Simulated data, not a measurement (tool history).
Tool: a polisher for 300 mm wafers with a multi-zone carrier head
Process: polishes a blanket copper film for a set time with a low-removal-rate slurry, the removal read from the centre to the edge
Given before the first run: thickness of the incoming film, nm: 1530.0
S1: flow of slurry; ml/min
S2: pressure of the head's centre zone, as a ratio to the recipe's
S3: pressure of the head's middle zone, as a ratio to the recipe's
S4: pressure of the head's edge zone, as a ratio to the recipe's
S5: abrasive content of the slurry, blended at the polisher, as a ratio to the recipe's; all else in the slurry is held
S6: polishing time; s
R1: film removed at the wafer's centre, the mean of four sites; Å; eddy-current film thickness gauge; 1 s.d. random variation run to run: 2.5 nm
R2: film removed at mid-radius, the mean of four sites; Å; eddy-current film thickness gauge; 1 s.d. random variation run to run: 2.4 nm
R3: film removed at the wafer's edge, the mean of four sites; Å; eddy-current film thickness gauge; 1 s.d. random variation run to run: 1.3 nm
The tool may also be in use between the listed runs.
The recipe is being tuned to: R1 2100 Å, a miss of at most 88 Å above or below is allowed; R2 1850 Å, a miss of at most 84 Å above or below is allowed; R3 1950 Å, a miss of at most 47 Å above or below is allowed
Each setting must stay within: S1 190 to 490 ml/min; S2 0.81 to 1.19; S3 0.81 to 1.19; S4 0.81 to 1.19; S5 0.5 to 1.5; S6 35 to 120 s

run  hour   S1    S2    S3    S4    S5  S6      R1      R2      R3
  1     0  315     1     1     1     1  77  3890.1  3779.7  3857.7
  2   6.6  315  0.92     1     1     1  77  3579.7  3732.1  3839.6
  3    10  315  0.92  1.06     1     1  77  3515.2  4015.6  3832.7
  4  10.9  315  0.93  1.03  0.97   0.9  69  3102.2  3345.2  3346.2
  5  17.6  315  0.93  1.03     1   0.9  69  3098.9  3355.4  3389.1
  6    22  380  0.93  1.03     1   0.9  69  3108.2  3456.3  3394.6
  7  29.7  380  0.96  1.02  0.97   0.8  62  2868.7  2996.7  2927.1
  8    37  375  0.96     1  0.95  0.75  58  2619.8  2710.3  2697.2
  9  41.3  375  0.97  0.98  0.93   0.7  55  2465.9  2482.2  2495.3
 10  42.9  375  0.98  0.96  0.91  0.65  53  2391.8  2303.7  2364.4
 11  43.7  375  0.99  0.95   0.9   0.6  52  2334.4  2216.2  2246.5
 12  46.4  375  0.99  0.93  0.88   0.6  51  2226.4  2157.8  2193.1
 13  49.8  375     1  0.91  0.87   0.6  51  2214.9  2157.9  2175.9
 14  54.3  370  1.02  0.89  0.87   0.6  50  2310.8  2052.4  2117.5
 15    61  365  1.02  0.88  0.86   0.6  50  2264.6  2091.4  2141.8
 16  66.7  365  1.02  0.87  0.86   0.6  49  2256.3  1970.5  2071.9
 17  75.6  365  1.02  0.86  0.85   0.6  49  2200.1    1986  2106.2

Next run, 4 choices. One meets every target within its allowed miss, the rest don't. Which?
  A  84.5  485  1.02  1.05  0.81  0.5  49   ?   ?   ?
  B  84.5  375  1.01  1.03  0.81  0.6  47   ?   ?   ?
  C  84.5  345  0.95  0.85  0.84  0.7  47   ?   ?   ?
  D  84.5  340  1.04  0.88  0.88  0.8  42   ?   ?   ?

move      R1      R2      R3
   A  2191.1  2145.2  2003.6
   B  2137.2  2094.2  1986.1
   C  2071.1  1944.6  2075.8
   D  2093.8  1827.2  1938.6
A: lands further from the targets than the last run did
B: brings the last run's worst result on target, with another outside its allowed miss
C: gains on the last run, yet a result remains outside its allowed miss
D: hits every target within its allowed miss
Move D is the one to make.
